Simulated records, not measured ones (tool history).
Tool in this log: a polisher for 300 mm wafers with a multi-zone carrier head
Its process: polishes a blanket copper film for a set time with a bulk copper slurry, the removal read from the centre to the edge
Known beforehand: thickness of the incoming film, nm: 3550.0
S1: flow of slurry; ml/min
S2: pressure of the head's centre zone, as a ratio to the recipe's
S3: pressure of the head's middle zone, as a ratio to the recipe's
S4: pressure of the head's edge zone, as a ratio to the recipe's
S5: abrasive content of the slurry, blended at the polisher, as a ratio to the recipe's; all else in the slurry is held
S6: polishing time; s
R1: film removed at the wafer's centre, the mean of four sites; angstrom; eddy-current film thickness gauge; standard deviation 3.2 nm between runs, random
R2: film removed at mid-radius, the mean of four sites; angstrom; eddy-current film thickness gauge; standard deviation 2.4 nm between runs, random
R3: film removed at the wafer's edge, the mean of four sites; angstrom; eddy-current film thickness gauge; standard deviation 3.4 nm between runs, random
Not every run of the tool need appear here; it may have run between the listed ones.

run,hour,S1,S2,S3,S4,S5,S6,R1,R2,R3
1,0.0,190,1.00,1.00,1.00,1.00,66,5152.4,4914.6,4811.5
2,6.5,175,0.98,0.94,0.98,0.85,64,4854.3,4309.6,4512.9
3,7.2,155,0.98,0.94,0.98,0.85,64,4642.9,4249.2,4387.3
4,7.8,155,0.98,0.94,0.98,1.05,64,4769.6,4398.7,4609.8
5,10.5,115,0.98,0.94,0.98,1.05,64,4396.8,4066.0,4368.3
6,15.0,115,0.98,0.94,0.98,1.05,74,5216.4,4682.6,5042.3
7,23.1,115,0.95,0.91,0.97,0.90,69,4558.6,4135.2,4585.0

Run 8 comes next. What will it give?
# hour 28.3: centre zone pressure recalibrated
8,28.3,115,0.95,0.91,0.97,0.90,69,?,?,?

R1: 4302.3 angstrom
R2: 4172.8 angstrom
R3: 4512.8 angstrom

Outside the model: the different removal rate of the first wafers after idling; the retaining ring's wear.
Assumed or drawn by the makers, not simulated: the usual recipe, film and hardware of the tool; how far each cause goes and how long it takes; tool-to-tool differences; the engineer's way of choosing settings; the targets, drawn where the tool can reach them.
